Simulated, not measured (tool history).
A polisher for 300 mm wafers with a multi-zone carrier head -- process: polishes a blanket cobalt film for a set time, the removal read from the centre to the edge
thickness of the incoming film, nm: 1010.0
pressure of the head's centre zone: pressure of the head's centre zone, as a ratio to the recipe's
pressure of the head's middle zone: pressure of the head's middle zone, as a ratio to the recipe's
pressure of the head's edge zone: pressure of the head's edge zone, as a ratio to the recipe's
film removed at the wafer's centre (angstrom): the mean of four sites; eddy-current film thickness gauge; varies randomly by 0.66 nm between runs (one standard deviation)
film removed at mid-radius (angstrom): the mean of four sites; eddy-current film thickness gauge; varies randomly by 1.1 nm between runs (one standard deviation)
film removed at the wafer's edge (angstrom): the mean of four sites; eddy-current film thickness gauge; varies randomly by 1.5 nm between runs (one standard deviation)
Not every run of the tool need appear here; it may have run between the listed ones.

run  hour  flow of slurry (ml/min)  pressure of the head's centre zone  pressure of the head's middle zone  pressure of the head's edge zone  polishing time (s)  film removed at the wafer's centre (angstrom)  film removed at mid-radius (angstrom)  film removed at the wafer's edge (angstrom)
  1   0.0                      270                                1.00                                1.00                              1.00                  45                                        1579.90                                1480.20                                       1462.6
  2   8.7                      270                                1.03                                1.00                              1.00                  45                                        1647.30                                1483.20                                       1480.6
  3  17.7                      240                                1.03                                1.00                              1.00                  45                                        1606.40                                1461.40                                       1494.1
  4  22.5                      230                                0.99                                1.01                              0.99                  43                                        1460.30                                1430.50                                       1382.5
  5  27.9                      230                                0.99                                1.01                              0.95                  43                                        1482.40                                1382.40                                       1415.7
  6  35.0                      225                                0.96                                1.00                              0.97                  42                                        1387.10                                1388.80                                       1381.9

Forecast run 7:
  7  43.7                      190                                0.86                                0.93                              0.95                  33                                              ?                                      ?                                            ?

{"run 7": {"film removed at the wafer's centre (angstrom)": 965.31, "film removed at mid-radius (angstrom)": 996.63, "film removed at the wafer's edge (angstrom)": 1048.1}}
